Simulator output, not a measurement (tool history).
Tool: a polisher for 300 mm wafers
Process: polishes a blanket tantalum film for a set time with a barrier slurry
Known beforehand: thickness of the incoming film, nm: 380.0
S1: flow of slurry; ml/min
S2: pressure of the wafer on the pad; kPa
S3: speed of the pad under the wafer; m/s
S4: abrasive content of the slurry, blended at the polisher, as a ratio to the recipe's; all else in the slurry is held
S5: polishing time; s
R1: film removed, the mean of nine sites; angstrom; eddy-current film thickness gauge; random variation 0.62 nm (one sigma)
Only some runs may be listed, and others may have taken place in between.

Run 1, day 0.000: S1 230 ml/min, S2 11.0 kPa, S3 1.12 m/s, S4 1.0, S5 71 s. Result: R1 959.17 angstrom.
Run 2, day 0.183: S1 230 ml/min, S2 9.7 kPa, S3 1.10 m/s, S4 1.0, S5 71 s. Result: R1 822.28 angstrom.
Run 3, day 0.267: S1 265 ml/min, S2 9.7 kPa, S3 1.10 m/s, S4 1.0, S5 71 s. Result: R1 829.51 angstrom.
Run 4, day 0.479: S1 235 ml/min, S2 9.7 kPa, S3 1.10 m/s, S4 1.0, S5 71 s. Result: R1 837.10 angstrom.
Run 5, day 0.704: S1 235 ml/min, S2 8.3 kPa, S3 1.08 m/s, S4 1.0, S5 71 s. Result: R1 703.77 angstrom.
Run 6, day 0.862: S1 235 ml/min, S2 8.3 kPa, S3 1.08 m/s, S4 1.2, S5 71 s. Result: R1 711.42 angstrom.
Run 7, day 1.196: S1 235 ml/min, S2 8.3 kPa, S3 1.08 m/s, S4 1.2, S5 71 s. Result: R1 708.49 angstrom.
Run 8, day 1.300: S1 235 ml/min, S2 7.6 kPa, S3 1.08 m/s, S4 1.2, S5 71 s. Result: R1 660.63 angstrom.
Run 9, day 1.621: S1 235 ml/min, S2 6.9 kPa, S3 1.08 m/s, S4 1.2, S5 71 s. Result: R1 607.09 angstrom.
Run 10, day 1.929: S1 235 ml/min, S2 4.8 kPa, S3 1.08 m/s, S4 1.2, S5 71 s. Result: R1 433.67 angstrom.
Run 11, day 1.988: S1 235 ml/min, S2 5.5 kPa, S3 1.08 m/s, S4 1.2, S5 71 s. Result: R1 484.51 angstrom.

What will run 12 give?
Run 12, day 2.221: S1 235 ml/min, S2 5.5 kPa, S3 1.08 m/s, S4 1.2, S5 71 s. Result: R1 ?.

{"run 12": {"R1": 486.87}}
